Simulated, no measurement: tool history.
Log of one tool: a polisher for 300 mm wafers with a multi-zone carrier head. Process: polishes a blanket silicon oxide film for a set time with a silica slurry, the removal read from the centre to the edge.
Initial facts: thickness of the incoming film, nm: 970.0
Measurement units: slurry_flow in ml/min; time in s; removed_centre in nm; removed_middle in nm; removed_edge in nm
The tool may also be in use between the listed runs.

| run | day | slurry_flow | centre_zone | middle_zone | edge_zone | slurry_solids | time | removed_centre | removed_middle | removed_edge |
|---|---|---|---|---|---|---|---|---|---|---|
| 1 | 0.000 | 120 | 1.00 | 1.00 | 1.00 | 1.00 | 56 | 156.29 | 158.15 | 159.70 |
| 2 | 0.225 | 120 | 1.00 | 0.92 | 1.00 | 1.00 | 56 | 158.14 | 152.42 | 158.83 |
| 3 | 0.454 | 120 | 1.04 | 0.92 | 1.00 | 1.00 | 56 | 162.52 | 144.02 | 158.29 |
| 4 | 0.692 | 120 | 1.04 | 0.94 | 0.95 | 1.00 | 56 | 162.74 | 150.70 | 156.96 |
| 5 | 0.917 | 145 | 1.04 | 0.94 | 0.95 | 1.00 | 56 | 172.51 | 153.74 | 159.65 |
| 6 | 0.992 | 145 | 1.04 | 0.89 | 0.95 | 1.00 | 56 | 171.26 | 150.95 | 158.92 |
| 7 | 1.029 | 145 | 1.04 | 0.91 | 0.92 | 0.95 | 56 | 166.82 | 152.56 | 156.43 |
| 8 | 1.171 | 130 | 1.12 | 0.96 | 0.82 | 0.80 | 55 | 155.18 | 135.57 | 129.47 |
| 9 | 1.250 | 135 | 1.11 | 0.97 | 0.84 | 0.80 | 55 | 154.88 | 138.70 | 133.74 |
| 10 | 1.625 | 140 | 1.11 | 0.98 | 0.85 | 0.80 | 55 | 155.20 | 141.54 | 132.55 |

The next listed run, before its measurement:
| 11 | 1.946 | 145 | 1.10 | 0.98 | 0.86 | 0.80 | 55 | ? | ? | ? |

Run 11 yielded removed_centre 157.31 nm, removed_middle 138.23 nm, removed_edge 134.12 nm.
